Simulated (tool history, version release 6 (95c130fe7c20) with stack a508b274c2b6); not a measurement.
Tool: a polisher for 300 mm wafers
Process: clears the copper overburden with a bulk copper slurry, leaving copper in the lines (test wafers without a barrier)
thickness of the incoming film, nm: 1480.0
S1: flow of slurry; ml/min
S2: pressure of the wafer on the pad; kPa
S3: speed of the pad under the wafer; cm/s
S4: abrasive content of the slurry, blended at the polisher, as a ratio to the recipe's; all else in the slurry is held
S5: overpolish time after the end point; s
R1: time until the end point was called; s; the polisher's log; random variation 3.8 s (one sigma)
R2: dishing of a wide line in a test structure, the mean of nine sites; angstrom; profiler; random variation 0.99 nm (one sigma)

Run 1, day 0.000: S1 285 ml/min, S2 22.1 kPa, S3 114 cm/s, S4 1.0, S5 27 s. Result: R1 110.81 s, R2 910.43 angstrom.
Run 2, day 0.188: S1 325 ml/min, S2 22.1 kPa, S3 114 cm/s, S4 1.0, S5 27 s. Result: R1 108.77 s, R2 920.87 angstrom.
Run 3, day 0.479: S1 330 ml/min, S2 19.3 kPa, S3 108 cm/s, S4 1.0, S5 33 s. Result: R1 128.32 s, R2 875.02 angstrom.
Run 4, day 0.771: S1 285 ml/min, S2 19.3 kPa, S3 108 cm/s, S4 1.0, S5 33 s. Result: R1 130.54 s, R2 865.31 angstrom.
Run 5, day 0.925: S1 285 ml/min, S2 19.3 kPa, S3 88 cm/s, S4 1.0, S5 33 s. Result: R1 161.30 s, R2 841.51 angstrom.
Run 6, day 0.954: S1 285 ml/min, S2 24.1 kPa, S3 88 cm/s, S4 1.0, S5 33 s. Result: R1 127.40 s, R2 936.54 angstrom.
Run 7, day 1.325: S1 290 ml/min, S2 22.8 kPa, S3 82 cm/s, S4 1.0, S5 37 s. Result: R1 143.56 s, R2 941.87 angstrom.

Forecast run 8:
Run 8, day 1.554: S1 290 ml/min, S2 21.4 kPa, S3 80 cm/s, S4 1.0, S5 39 s. Result: R1 ?, R2 ?.

Run 8 gave R1 161.02 s, R2 894.29 angstrom.

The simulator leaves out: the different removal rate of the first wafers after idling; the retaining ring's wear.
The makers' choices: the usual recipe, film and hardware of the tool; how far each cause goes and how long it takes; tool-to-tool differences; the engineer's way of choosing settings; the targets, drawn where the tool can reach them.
